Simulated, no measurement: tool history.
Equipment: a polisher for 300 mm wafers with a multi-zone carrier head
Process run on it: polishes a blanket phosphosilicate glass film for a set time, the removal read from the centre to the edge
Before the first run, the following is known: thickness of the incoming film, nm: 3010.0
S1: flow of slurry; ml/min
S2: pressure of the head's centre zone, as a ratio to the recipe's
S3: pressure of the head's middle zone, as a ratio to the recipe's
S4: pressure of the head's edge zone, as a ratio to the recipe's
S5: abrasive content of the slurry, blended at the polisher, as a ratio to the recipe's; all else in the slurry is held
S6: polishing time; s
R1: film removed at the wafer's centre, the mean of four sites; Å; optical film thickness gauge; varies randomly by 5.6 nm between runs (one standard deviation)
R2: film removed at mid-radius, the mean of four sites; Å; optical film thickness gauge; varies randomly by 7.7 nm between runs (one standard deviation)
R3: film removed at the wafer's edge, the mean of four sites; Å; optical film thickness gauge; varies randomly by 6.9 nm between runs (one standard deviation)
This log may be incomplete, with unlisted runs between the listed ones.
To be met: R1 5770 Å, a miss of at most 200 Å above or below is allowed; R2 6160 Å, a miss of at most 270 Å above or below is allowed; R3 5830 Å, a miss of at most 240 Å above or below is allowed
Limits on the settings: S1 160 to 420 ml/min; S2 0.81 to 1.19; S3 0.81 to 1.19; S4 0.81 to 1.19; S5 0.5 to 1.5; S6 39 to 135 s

Run 1, hour 0: S1 270 ml/min, S2 1, S3 1, S4 1, S5 1, S6 87 s. Result: R1 8431.5 Å, R2 8183 Å, R3 8499 Å.
Run 2, hour 0.8: S1 270 ml/min, S2 0.99, S3 1, S4 0.99, S5 0.95, S6 86 s. Result: R1 7996.3 Å, R2 7920.2 Å, R3 7807 Å.
Run 3, hour 8.9: S1 270 ml/min, S2 0.99, S3 1, S4 1.07, S5 0.95, S6 86 s. Result: R1 8059.6 Å, R2 7754.5 Å, R3 8273.8 Å.
Run 4, hour 13: S1 270 ml/min, S2 0.99, S3 1, S4 1.07, S5 0.95, S6 77 s. Result: R1 7227.5 Å, R2 7127 Å, R3 7288 Å.
Run 5, hour 21.1: S1 270 ml/min, S2 0.98, S3 1, S4 1.06, S5 0.9, S6 77 s. Result: R1 6997.4 Å, R2 7020.2 Å, R3 7016.9 Å.
Run 6, hour 26.5: S1 270 ml/min, S2 0.98, S3 1, S4 1.02, S5 0.9, S6 77 s. Result: R1 7008.5 Å, R2 6979 Å, R3 7041.7 Å.
Run 7, hour 34.9: S1 270 ml/min, S2 0.97, S3 1, S4 1.01, S5 0.85, S6 77 s. Result: R1 6652.3 Å, R2 6731.2 Å, R3 6706.3 Å.
Run 8, hour 39.4: S1 270 ml/min, S2 0.97, S3 1, S4 1.01, S5 0.85, S6 77 s. Result: R1 6650.4 Å, R2 6586.9 Å, R3 6751.8 Å.

Exercise: of the 4 proposed moves below, exactly one satisfies all targets within the stated allowed misses. Which move is it?
Run A, hour 43.9: S1 290 ml/min, S2 1.13, S3 0.94, S4 1, S5 1, S6 76 s. Result: R1 ?, R2 ?, R3 ?.
Run B, hour 43.9: S1 275 ml/min, S2 0.95, S3 1.08, S4 0.98, S5 0.85, S6 68 s. Result: R1 ?, R2 ?, R3 ?.
Run C, hour 43.9: S1 270 ml/min, S2 0.96, S3 0.97, S4 0.99, S5 0.85, S6 73 s. Result: R1 ?, R2 ?, R3 ?.
Run D, hour 43.9: S1 245 ml/min, S2 1.02, S3 0.88, S4 1.07, S5 0.7, S6 104 s. Result: R1 ?, R2 ?, R3 ?.

move      R1      R2      R3
   A  8437.9    6916  7240.2
   B  5758.1  6059.5  5826.2
   C  6233.1    6129  6283.5
   D  8236.1  7253.6  8147.9
A: further off than the last run
B: each result inside its tolerance
C: better than the last run, though not everything is in spec
D: further off than the last run
The move that meets every target is B.
